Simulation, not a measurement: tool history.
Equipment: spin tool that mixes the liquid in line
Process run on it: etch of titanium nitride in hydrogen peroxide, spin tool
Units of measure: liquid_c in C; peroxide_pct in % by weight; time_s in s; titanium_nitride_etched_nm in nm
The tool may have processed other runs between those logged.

Run 1, day 0.000: liquid_c 50.0 C, peroxide_pct 19.5 % by weight, time_s 35 s. Result: titanium_nitride_etched_nm 2.6475 nm.
Run 2, day 0.254: liquid_c 56.0 C, peroxide_pct 19.5 % by weight, time_s 35 s. Result: titanium_nitride_etched_nm 4.1445 nm.
Run 3, day 0.550: liquid_c 61.0 C, peroxide_pct 19.5 % by weight, time_s 35 s. Result: titanium_nitride_etched_nm 5.8166 nm.
Run 4, day 0.708: liquid_c 58.0 C, peroxide_pct 19.5 % by weight, time_s 35 s. Result: titanium_nitride_etched_nm 4.7280 nm.
Run 5, day 0.817: liquid_c 55.5 C, peroxide_pct 19.5 % by weight, time_s 35 s. Result: titanium_nitride_etched_nm 3.9872 nm.
Run 6, day 1.196: liquid_c 55.5 C, peroxide_pct 23.5 % by weight, time_s 35 s. Result: titanium_nitride_etched_nm 4.0922 nm.
Run 7, day 1.533: liquid_c 47.5 C, peroxide_pct 23.0 % by weight, time_s 35 s. Result: titanium_nitride_etched_nm 2.3178 nm.
Run 8, day 1.867: liquid_c 47.0 C, peroxide_pct 23.0 % by weight, time_s 35 s. Result: titanium_nitride_etched_nm 2.2347 nm.
At day 2.104: thermometer replaced.
Run 9, day 2.104: liquid_c 46.5 C, peroxide_pct 23.0 % by weight, time_s 35 s. Result: titanium_nitride_etched_nm 2.3934 nm.

Forecast run 10:
Run 10, day 2.471: liquid_c 45.5 C, peroxide_pct 23.0 % by weight, time_s 35 s. Result: titanium_nitride_etched_nm ?.

titanium_nitride_etched_nm: 2.1626 nm
